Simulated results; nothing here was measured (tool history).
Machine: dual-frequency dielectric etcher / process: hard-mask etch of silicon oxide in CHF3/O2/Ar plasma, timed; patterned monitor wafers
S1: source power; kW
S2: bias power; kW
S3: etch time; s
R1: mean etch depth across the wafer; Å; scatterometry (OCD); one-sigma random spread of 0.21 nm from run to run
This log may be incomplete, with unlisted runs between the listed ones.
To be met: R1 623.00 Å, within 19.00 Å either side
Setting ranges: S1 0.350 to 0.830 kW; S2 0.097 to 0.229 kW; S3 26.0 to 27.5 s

run 1 hour=0.0 | S1=0.590 S2=0.163 S3=26.0 | R1=503.85
run 2 hour=7.4 | S1=0.510 S2=0.163 S3=26.0 | R1=468.97
run 3 hour=14.1 | S1=0.510 S2=0.163 S3=27.5 | R1=492.05
run 4 hour=17.9 | S1=0.510 S2=0.163 S3=27.5 | R1=490.25
run 5 hour=23.3 | S1=0.550 S2=0.166 S3=27.5 | R1=512.72
run 6 hour=24.8 | S1=0.590 S2=0.169 S3=27.5 | R1=533.66
-- hour=25.7 wet clean of the chamber
run 7 hour=25.7 | S1=0.590 S2=0.169 S3=27.5 | R1=554.64
run 8 hour=30.0 | S1=0.610 S2=0.170 S3=27.5 | R1=563.89
run 9 hour=36.1 | S1=0.620 S2=0.171 S3=27.5 | R1=570.22
run 10 hour=41.3 | S1=0.630 S2=0.172 S3=27.5 | R1=572.49

Of the 4 settings listed for the next run, only one would bring every result within its allowed miss of target. Which one?
run A hour=46.5 | S1=0.590 S2=0.153 S3=26.5 | R1=?
run B hour=46.5 | S1=0.620 S2=0.167 S3=27.5 | R1=?
run C hour=46.5 | S1=0.700 S2=0.194 S3=27.0 | R1=?
run D hour=46.5 | S1=0.610 S2=0.195 S3=27.5 | R1=?

move=A R1=515.01
move=B R1=562.94
move=C R1=614.41
move=D R1=588.07
A: the biggest miss grows against the last run
B: the biggest miss grows against the last run
C: hits every target within its allowed miss
D: nearer than the last run, and not there yet
Correct choice: C, which meets every target
